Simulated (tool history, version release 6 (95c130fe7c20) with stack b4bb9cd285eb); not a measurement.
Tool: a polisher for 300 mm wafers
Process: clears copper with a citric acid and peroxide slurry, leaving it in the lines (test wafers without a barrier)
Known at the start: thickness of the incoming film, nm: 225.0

| run | hour | flow of slurry (ml/min) | pressure of the wafer on the pad (psi) | speed of the pad under the wafer (cm/s) | abrasive content of the slurry | overpolish time after the end point (s) | time until the end point was called (s) | dishing of a wide line in a test structure (nm) |
|---|---|---|---|---|---|---|---|---|
| 1 | 0 | 285 | 3.1 | 128 | 1 | 30 | 71.123 | 54.658 |
| 2 | 5.1 | 285 | 2.8 | 132 | 1 | 24 | 72.986 | 45.873 |
| 3 | 12.6 | 280 | 2.4 | 136 | 1 | 20 | 81.551 | 36.307 |
| 4 | 13.7 | 280 | 2.4 | 136 | 0.85 | 20 | 82.87 | 34.946 |
| 5 | 17 | 280 | 2.4 | 136 | 0.95 | 20 | 82.054 | 37.324 |
| 6 | 26.1 | 280 | 2.4 | 136 | 1.1 | 20 | 78.595 | 36.965 |
| 7 | 28.7 | 275 | 2.2 | 136 | 1.1 | 17 | 83.473 | 30.843 |
| 8 | 36.2 | 270 | 2.1 | 136 | 1.1 | 16 | 86.853 | 28.452 |
| 9 | 43.7 | 255 | 2 | 136 | 1.1 | 16 | 90.755 | 27.423 |
| 10 | 47.2 | 240 | 1.9 | 136 | 1.1 | 10 | 94.205 | 17.52 |
| 11 | 48.5 | 255 | 1.9 | 136 | 1.1 | 10 | 94.378 | 17.639 |
| 12 | 57.5 | 275 | 1.9 | 136 | 1.1 | 11 | 93.596 | 19.52 |

The next listed run, before its measurement:
| 13 | 64.6 | 275 | 1.9 | 136 | 1.1 | 12 | ? | ? |

Run 13 gave time until the end point was called (s) 94.098, dishing of a wide line in a test structure (nm) 20.59.
